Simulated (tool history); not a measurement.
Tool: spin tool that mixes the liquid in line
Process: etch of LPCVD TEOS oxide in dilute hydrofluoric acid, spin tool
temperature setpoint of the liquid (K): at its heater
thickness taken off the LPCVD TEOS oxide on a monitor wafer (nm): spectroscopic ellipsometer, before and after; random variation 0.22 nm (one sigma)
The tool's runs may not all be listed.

| run | hour | temperature setpoint of the liquid (K) | parts of water to one part of 49 % hydrofluoric acid (parts by volume) | time under the liquid (s) | thickness taken off the LPCVD TEOS oxide on a monitor wafer (nm) |
|---|---|---|---|---|---|
| 1 | 0.0 | 297.15 | 160 | 135 | 22.893 |
| 2 | 6.4 | 297.65 | 160 | 135 | 22.758 |
| 3 | 13.6 | 294.65 | 160 | 135 | 20.342 |
| 4 | 20.6 | 297.65 | 160 | 135 | 23.137 |
| 5 | 27.8 | 297.65 | 160 | 135 | 22.864 |
| 6 | 33.6 | 298.15 | 160 | 135 | 23.219 |
|  | 39.6 | thermometer replaced |
| 7 | 39.6 | 298.65 | 160 | 135 | 22.393 |

Forecast run 8:
| 8 | 45.7 | 299.15 | 155 | 135 | ? |

thickness taken off the LPCVD TEOS oxide on a monitor wafer (nm): 23.370

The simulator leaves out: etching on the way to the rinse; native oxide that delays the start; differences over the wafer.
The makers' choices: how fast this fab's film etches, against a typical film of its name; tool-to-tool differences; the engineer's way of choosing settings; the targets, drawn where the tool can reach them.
